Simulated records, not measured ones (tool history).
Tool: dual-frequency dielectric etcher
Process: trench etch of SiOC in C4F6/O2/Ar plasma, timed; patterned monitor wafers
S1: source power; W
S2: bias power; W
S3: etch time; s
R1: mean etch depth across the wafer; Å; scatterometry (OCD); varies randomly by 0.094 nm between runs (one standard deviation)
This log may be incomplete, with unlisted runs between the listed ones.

run,hour,S1,S2,S3,R1
1,0,260,130,24,371.62
2,4.3,280,130,24,381.78
3,7,290,132,24,388.43
4,9.9,300,134,24,397.35
5,12.1,300,118,24,381.91
6,15,300,135,24,397.77
7,23.9,310,137,24,404.97
8,32.9,320,138,24,410.33
9,34.5,320,140,24,413.45

Run 10 has not been measured yet. What should we expect?
10,42.6,320,141,24,?

{"run 10": {"R1": 412.82}}
